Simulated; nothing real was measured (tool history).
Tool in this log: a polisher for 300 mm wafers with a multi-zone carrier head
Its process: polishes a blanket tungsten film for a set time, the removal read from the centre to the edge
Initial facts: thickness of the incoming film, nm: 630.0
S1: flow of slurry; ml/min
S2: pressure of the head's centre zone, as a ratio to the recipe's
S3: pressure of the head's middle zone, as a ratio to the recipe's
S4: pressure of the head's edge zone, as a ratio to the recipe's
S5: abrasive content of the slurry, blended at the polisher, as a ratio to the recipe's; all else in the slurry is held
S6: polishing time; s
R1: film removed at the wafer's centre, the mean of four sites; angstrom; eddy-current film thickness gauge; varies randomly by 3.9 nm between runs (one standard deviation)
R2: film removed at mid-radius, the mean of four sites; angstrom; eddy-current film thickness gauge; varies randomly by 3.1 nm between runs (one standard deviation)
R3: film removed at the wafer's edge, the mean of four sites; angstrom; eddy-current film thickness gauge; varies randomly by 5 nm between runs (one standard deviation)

run    day   S1    S2    S3    S4    S5  S6      R1      R2      R3
  1  0.000  300  1.00  1.00  1.00  1.00  31  2214.4  2235.9  2201.9
  2  0.042  300  1.00  1.00  0.95  1.00  31  2231.8  2197.3  2173.3
  3  0.408  300  1.00  1.00  0.95  0.85  31  2167.4  2164.4  2069.5
  4  0.650  375  1.00  1.00  0.95  0.85  31  2207.0  2185.6  2065.1
  5  0.983  375  1.00  0.93  0.95  0.85  31  2164.9  2023.3  2028.9
  6  1.046  375  1.00  0.93  0.90  0.85  31  2162.8  2052.3  2046.1
  7  1.304  375  1.00  0.96  0.90  0.95  33  2371.9  2312.5  2275.9
  8  1.504  375  1.01  0.99  0.90  1.05  34  2563.1  2459.6  2376.0
  9  1.771  370  1.00  1.01  0.90  1.15  36  2770.4  2789.6  2587.0
 10  2.104  355  0.99  1.02  0.92  1.20  37  2781.9  2927.2  2767.7
 11  2.283  345  1.00  1.04  0.94  1.25  38  3025.1  3048.7  2827.7

Run 12 is up next; what results do you expect?
 12  2.571  340  0.99  1.04  0.94  1.30  39   ?   ?   ?

Run 12 produced R1 3023.2 angstrom, R2 3207.8 angstrom, R3 2991.5 angstrom.

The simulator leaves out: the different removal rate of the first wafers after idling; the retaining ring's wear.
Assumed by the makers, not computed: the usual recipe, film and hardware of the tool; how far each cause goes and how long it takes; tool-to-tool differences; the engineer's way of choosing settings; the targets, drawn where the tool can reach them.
